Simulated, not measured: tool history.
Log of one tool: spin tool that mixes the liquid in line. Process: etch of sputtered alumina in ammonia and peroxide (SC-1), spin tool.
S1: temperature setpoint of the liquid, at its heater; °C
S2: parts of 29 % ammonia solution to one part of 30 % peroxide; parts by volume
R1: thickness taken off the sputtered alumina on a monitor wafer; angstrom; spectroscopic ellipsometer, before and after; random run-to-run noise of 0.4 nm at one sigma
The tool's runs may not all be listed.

{"run": 1, "hour": 0.0, "S1": 63.0, "S2": 0.55, "time under the liquid (s)": 325, "R1": 273.97}
{"run": 2, "hour": 6.7, "S1": 58.5, "S2": 0.55, "time under the liquid (s)": 325, "R1": 217.32}
{"run": 3, "hour": 11.8, "S1": 58.5, "S2": 0.35, "time under the liquid (s)": 325, "R1": 211.33}
{"run": 4, "hour": 18.6, "S1": 61.0, "S2": 0.35, "time under the liquid (s)": 330, "R1": 240.16}
{"run": 5, "hour": 25.1, "S1": 65.0, "S2": 0.35, "time under the liquid (s)": 330, "R1": 296.66}
{"run": 6, "hour": 28.2, "S1": 66.0, "S2": 0.4, "time under the liquid (s)": 335, "R1": 323.11}
{"run": 7, "hour": 35.7, "S1": 67.0, "S2": 0.4, "time under the liquid (s)": 335, "R1": 336.44}

Run 8 has not been measured yet. What should we expect?
{"run": 8, "hour": 41.4, "S1": 67.5, "S2": 0.45, "time under the liquid (s)": 335, "R1": "?"}

R1: 349.30 angstrom

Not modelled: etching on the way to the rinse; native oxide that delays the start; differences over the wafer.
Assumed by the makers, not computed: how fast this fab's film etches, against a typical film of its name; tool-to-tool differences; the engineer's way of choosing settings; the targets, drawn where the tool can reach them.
